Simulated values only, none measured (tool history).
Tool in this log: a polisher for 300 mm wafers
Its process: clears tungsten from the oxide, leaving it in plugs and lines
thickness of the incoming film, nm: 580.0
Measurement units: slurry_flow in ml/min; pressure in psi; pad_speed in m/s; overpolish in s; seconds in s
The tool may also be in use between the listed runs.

Run 1, hour 0: slurry_flow 310 ml/min, pressure 3.7 psi, pad_speed 1.34 m/s, slurry_solids 1, overpolish 7 s. Result: seconds 78.326 s.
Run 2, hour 4.1: slurry_flow 310 ml/min, pressure 3.3 psi, pad_speed 1.24 m/s, slurry_solids 1, overpolish 7 s. Result: seconds 94.695 s.
Run 3, hour 6.9: slurry_flow 310 ml/min, pressure 3.3 psi, pad_speed 0.96 m/s, slurry_solids 1, overpolish 7 s. Result: seconds 118.31 s.
Run 4, hour 11.5: slurry_flow 310 ml/min, pressure 3.3 psi, pad_speed 0.96 m/s, slurry_solids 1, overpolish 7 s. Result: seconds 119.59 s.
Run 5, hour 18.2: slurry_flow 345 ml/min, pressure 3.3 psi, pad_speed 0.96 m/s, slurry_solids 1, overpolish 7 s. Result: seconds 118.31 s.
Run 6, hour 20.7: slurry_flow 345 ml/min, pressure 3 psi, pad_speed 0.94 m/s, slurry_solids 1, overpolish 7 s. Result: seconds 130.77 s.
Run 7, hour 28: slurry_flow 345 ml/min, pressure 2.7 psi, pad_speed 0.94 m/s, slurry_solids 1, overpolish 7 s. Result: seconds 145.12 s.

The next listed run, before its measurement:
Run 8, hour 33.2: slurry_flow 345 ml/min, pressure 1.7 psi, pad_speed 0.92 m/s, slurry_solids 1, overpolish 7 s. Result: seconds ?.

seconds: 230.15 s

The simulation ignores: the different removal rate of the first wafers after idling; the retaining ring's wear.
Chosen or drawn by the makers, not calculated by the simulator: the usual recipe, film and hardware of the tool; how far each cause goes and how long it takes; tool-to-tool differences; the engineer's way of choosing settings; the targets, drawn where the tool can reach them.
